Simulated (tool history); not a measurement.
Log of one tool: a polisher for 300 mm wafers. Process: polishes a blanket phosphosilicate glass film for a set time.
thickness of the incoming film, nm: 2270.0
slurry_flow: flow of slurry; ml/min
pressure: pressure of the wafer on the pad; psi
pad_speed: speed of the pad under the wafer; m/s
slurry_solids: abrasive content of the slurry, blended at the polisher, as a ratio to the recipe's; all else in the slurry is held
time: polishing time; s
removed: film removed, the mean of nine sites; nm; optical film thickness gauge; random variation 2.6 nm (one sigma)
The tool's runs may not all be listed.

run 1 hour=0.0 | slurry_flow=215 pressure=2.2 pad_speed=1.26 slurry_solids=1.00 time=45 | removed=283.91
run 2 hour=3.3 | slurry_flow=220 pressure=2.3 pad_speed=1.26 slurry_solids=1.00 time=45 | removed=290.55
run 3 hour=6.2 | slurry_flow=220 pressure=2.3 pad_speed=1.26 slurry_solids=1.15 time=45 | removed=312.62
run 4 hour=6.7 | slurry_flow=220 pressure=2.3 pad_speed=1.26 slurry_solids=1.15 time=45 | removed=311.32
run 5 hour=8.6 | slurry_flow=220 pressure=2.3 pad_speed=1.56 slurry_solids=1.15 time=45 | removed=367.16
run 6 hour=15.5 | slurry_flow=245 pressure=2.3 pad_speed=1.56 slurry_solids=1.15 time=45 | removed=377.48

Forecast run 7:
run 7 hour=22.9 | slurry_flow=235 pressure=2.2 pad_speed=1.56 slurry_solids=1.15 time=45 | removed=?

Run 7 gave removed 357.80 nm.
